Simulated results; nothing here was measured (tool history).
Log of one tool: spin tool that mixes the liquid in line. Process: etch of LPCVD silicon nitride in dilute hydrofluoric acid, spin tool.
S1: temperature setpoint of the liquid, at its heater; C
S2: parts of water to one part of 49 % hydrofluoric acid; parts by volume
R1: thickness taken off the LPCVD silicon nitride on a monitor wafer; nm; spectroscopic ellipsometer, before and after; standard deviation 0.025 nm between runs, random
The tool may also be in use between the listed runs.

Run 1, day 0.000: S1 25.0 C, S2 50 parts by volume, time under the liquid (s) 270. Result: R1 2.8974 nm.
Run 2, day 0.029: S1 25.0 C, S2 50 parts by volume, time under the liquid (s) 290. Result: R1 3.1311 nm.
Run 3, day 0.125: S1 25.0 C, S2 50 parts by volume, time under the liquid (s) 290. Result: R1 3.2604 nm.
Run 4, day 0.362: S1 24.0 C, S2 50 parts by volume, time under the liquid (s) 290. Result: R1 2.9589 nm.
Run 5, day 0.692: S1 23.5 C, S2 50 parts by volume, time under the liquid (s) 290. Result: R1 2.8638 nm.
Run 6, day 0.888: S1 23.0 C, S2 50 parts by volume, time under the liquid (s) 290. Result: R1 2.7137 nm.
Run 7, day 1.112: S1 22.5 C, S2 50 parts by volume, time under the liquid (s) 290. Result: R1 2.6537 nm.
Run 8, day 1.183: S1 22.0 C, S2 50 parts by volume, time under the liquid (s) 290. Result: R1 2.5012 nm.
Run 9, day 1.433: S1 21.5 C, S2 50 parts by volume, time under the liquid (s) 290. Result: R1 2.4571 nm.

Forecast run 10:
Run 10, day 1.667: S1 21.0 C, S2 50 parts by volume, time under the liquid (s) 290. Result: R1 ?.

R1: 2.3737 nm

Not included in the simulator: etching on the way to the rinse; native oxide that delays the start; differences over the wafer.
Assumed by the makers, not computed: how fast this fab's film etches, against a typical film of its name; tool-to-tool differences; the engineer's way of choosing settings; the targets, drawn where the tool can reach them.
